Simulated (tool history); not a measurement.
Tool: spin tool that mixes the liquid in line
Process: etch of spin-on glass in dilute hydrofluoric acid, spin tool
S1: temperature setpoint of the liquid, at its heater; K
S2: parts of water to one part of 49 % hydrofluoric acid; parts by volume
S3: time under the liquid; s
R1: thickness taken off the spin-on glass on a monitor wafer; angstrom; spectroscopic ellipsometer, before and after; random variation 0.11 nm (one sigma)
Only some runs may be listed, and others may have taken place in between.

{"run": 1, "hour": 0.0, "S1": 295.15, "S2": 95, "S3": 50, "R1": 344.57}
{"run": 2, "hour": 2.6, "S1": 295.15, "S2": 95, "S3": 50, "R1": 344.79}
{"run": 3, "hour": 8.2, "S1": 295.15, "S2": 110, "S3": 50, "R1": 292.98}
{"run": 4, "hour": 14.8, "S1": 295.15, "S2": 110, "S3": 50, "R1": 292.3}
{"run": 5, "hour": 21.2, "S1": 294.65, "S2": 115, "S3": 50, "R1": 274.47}
{"run": 6, "hour": 24.0, "S1": 294.65, "S2": 115, "S3": 50, "R1": 275.91}
{"run": 7, "hour": 25.9, "S1": 294.15, "S2": 120, "S3": 50, "R1": 254.2}

Run 8 has not been measured yet. What should we expect?
{"run": 8, "hour": 33.5, "S1": 290.15, "S2": 145, "S3": 50, "R1": "?"}

{"run 8": {"R1": 175.62}}
